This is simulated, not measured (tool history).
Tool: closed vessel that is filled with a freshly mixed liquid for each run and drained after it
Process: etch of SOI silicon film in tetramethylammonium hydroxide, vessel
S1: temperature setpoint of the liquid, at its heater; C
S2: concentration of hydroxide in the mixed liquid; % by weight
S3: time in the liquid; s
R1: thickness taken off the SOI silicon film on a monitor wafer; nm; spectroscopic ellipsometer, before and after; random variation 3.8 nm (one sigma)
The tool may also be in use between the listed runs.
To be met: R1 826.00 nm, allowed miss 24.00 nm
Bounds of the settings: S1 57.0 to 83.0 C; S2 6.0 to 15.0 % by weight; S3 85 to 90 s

Run 1, hour 0.0: S1 70.0 C, S2 10.0 % by weight, S3 85 s. Result: R1 532.79 nm.
Run 2, hour 4.2: S1 70.0 C, S2 10.0 % by weight, S3 90 s. Result: R1 568.06 nm.
Run 3, hour 12.4: S1 71.5 C, S2 10.0 % by weight, S3 90 s. Result: R1 619.46 nm.
Run 4, hour 17.0: S1 71.5 C, S2 9.0 % by weight, S3 90 s. Result: R1 648.75 nm.
Run 5, hour 25.0: S1 72.5 C, S2 9.0 % by weight, S3 90 s. Result: R1 687.09 nm.
Run 6, hour 32.8: S1 72.5 C, S2 8.0 % by weight, S3 90 s. Result: R1 711.67 nm.
Run 7, hour 37.3: S1 73.0 C, S2 8.0 % by weight, S3 90 s. Result: R1 732.81 nm.
Run 8, hour 38.1: S1 73.5 C, S2 8.0 % by weight, S3 90 s. Result: R1 750.68 nm.
Run 9, hour 38.7: S1 74.0 C, S2 8.0 % by weight, S3 90 s. Result: R1 774.26 nm.

4 next moves are on the table. One of them brings every result within its allowed miss. Which?
Run A, hour 39.3: S1 75.0 C, S2 6.0 % by weight, S3 85 s. Result: R1 ?.
Run B, hour 39.3: S1 72.5 C, S2 7.0 % by weight, S3 85 s. Result: R1 ?.
Run C, hour 39.3: S1 73.0 C, S2 7.0 % by weight, S3 90 s. Result: R1 ?.
Run D, hour 39.3: S1 73.0 C, S2 6.5 % by weight, S3 85 s. Result: R1 ?.

move      R1
   A  830.47
   B  693.43
   C  755.74
   D  727.11
A: meets every target
B: further off than the last run
C: further off than the last run
D: further off than the last run
The right move is A.
